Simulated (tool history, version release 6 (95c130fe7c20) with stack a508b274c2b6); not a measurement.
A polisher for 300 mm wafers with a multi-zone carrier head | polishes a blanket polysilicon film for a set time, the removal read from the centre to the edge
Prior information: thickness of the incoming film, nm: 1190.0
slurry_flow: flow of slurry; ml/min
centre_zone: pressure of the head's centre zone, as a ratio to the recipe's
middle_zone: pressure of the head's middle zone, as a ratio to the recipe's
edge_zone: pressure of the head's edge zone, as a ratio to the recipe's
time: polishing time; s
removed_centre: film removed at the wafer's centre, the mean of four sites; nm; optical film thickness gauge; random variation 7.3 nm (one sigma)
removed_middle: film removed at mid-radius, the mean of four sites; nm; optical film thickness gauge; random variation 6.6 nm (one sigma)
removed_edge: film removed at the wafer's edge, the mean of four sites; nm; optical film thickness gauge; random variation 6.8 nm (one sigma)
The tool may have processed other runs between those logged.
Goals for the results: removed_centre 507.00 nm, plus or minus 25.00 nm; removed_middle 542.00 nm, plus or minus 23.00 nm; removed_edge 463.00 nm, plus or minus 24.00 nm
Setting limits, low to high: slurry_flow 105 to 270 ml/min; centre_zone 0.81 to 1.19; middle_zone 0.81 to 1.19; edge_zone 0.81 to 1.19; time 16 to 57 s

run 1 hour=0.0 | slurry_flow=175 centre_zone=1.00 middle_zone=1.00 edge_zone=1.00 time=36 | removed_centre=452.58 removed_middle=446.21 removed_edge=449.35
run 2 hour=5.9 | slurry_flow=180 centre_zone=1.01 middle_zone=1.02 edge_zone=1.00 time=36 | removed_centre=460.57 removed_middle=444.92 removed_edge=452.30
run 3 hour=6.5 | slurry_flow=180 centre_zone=1.01 middle_zone=1.02 edge_zone=0.97 time=36 | removed_centre=452.73 removed_middle=453.18 removed_edge=444.17
run 4 hour=11.0 | slurry_flow=185 centre_zone=1.02 middle_zone=1.04 edge_zone=0.96 time=36 | removed_centre=456.26 removed_middle=462.05 removed_edge=451.19
run 5 hour=16.7 | slurry_flow=185 centre_zone=1.02 middle_zone=1.04 edge_zone=0.96 time=45 | removed_centre=579.88 removed_middle=585.49 removed_edge=554.79
run 6 hour=21.5 | slurry_flow=185 centre_zone=1.07 middle_zone=1.04 edge_zone=0.96 time=45 | removed_centre=597.71 removed_middle=576.29 removed_edge=556.46
run 7 hour=24.0 | slurry_flow=180 centre_zone=1.07 middle_zone=1.05 edge_zone=0.94 time=45 | removed_centre=607.70 removed_middle=590.81 removed_edge=541.34
run 8 hour=29.9 | slurry_flow=175 centre_zone=1.06 middle_zone=1.05 edge_zone=0.93 time=45 | removed_centre=592.23 removed_middle=587.56 removed_edge=541.14
run 9 hour=34.4 | slurry_flow=170 centre_zone=1.06 middle_zone=1.05 edge_zone=0.92 time=45 | removed_centre=591.13 removed_middle=586.57 removed_edge=522.39
run 10 hour=36.6 | slurry_flow=135 centre_zone=0.97 middle_zone=1.03 edge_zone=0.86 time=43 | removed_centre=494.87 removed_middle=516.59 removed_edge=460.48

Pick the move, out of 4, that brings all results within their allowed miss; only one does.
run A hour=38.8 | slurry_flow=135 centre_zone=0.99 middle_zone=1.08 edge_zone=0.81 time=43 | removed_centre=? removed_middle=? removed_edge=?
run B hour=38.8 | slurry_flow=165 centre_zone=1.04 middle_zone=0.98 edge_zone=1.01 time=40 | removed_centre=? removed_middle=? removed_edge=?
run C hour=38.8 | slurry_flow=105 centre_zone=1.12 middle_zone=1.06 edge_zone=0.81 time=44 | removed_centre=? removed_middle=? removed_edge=?
run D hour=38.8 | slurry_flow=150 centre_zone=0.98 middle_zone=1.03 edge_zone=0.96 time=43 | removed_centre=? removed_middle=? removed_edge=?

move=A removed_centre=499.30 removed_middle=537.23 removed_edge=475.08
move=B removed_centre=508.15 removed_middle=489.39 removed_edge=505.44
move=C removed_centre=520.93 removed_middle=504.44 removed_edge=462.34
move=D removed_centre=508.88 removed_middle=533.24 removed_edge=522.52
A: meets every target
B: lands further from the targets than the last run did
C: lands further from the targets than the last run did
D: brings the result that was furthest off to its target, and leaves another outside
So the answer is move A, the one that meets all the targets.

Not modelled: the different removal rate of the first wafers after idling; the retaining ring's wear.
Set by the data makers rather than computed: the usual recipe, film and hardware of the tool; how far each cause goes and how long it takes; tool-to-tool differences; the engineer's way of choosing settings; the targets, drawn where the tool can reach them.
